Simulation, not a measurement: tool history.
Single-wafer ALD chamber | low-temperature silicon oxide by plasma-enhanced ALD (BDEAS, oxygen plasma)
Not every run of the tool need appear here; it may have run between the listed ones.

run,day,heater temperature setpoint (deg C),number of ALD cycles (cycles),mean film thickness on the monitor wafer (Å)
1,0,120,18,24.55
2,0.042,115,18,24.773
3,0.325,115,16,22.153
4,0.604,115,15,20.757
5,0.675,125,15,20.385
6,0.888,130,15,20.225
7,1.092,128,16,21.49
8,1.454,126,17,22.937
# day 1.646: thermocouple changed; heater temperature recalibrated
9,1.646,125,18,24.18
10,1.742,123,19,25.649
11,2.117,121,19,25.696

Run 12 comes next. What will it give?
12,2.317,120,19,?

{"run 12": {"mean film thickness on the monitor wafer (Å)": 25.642}}
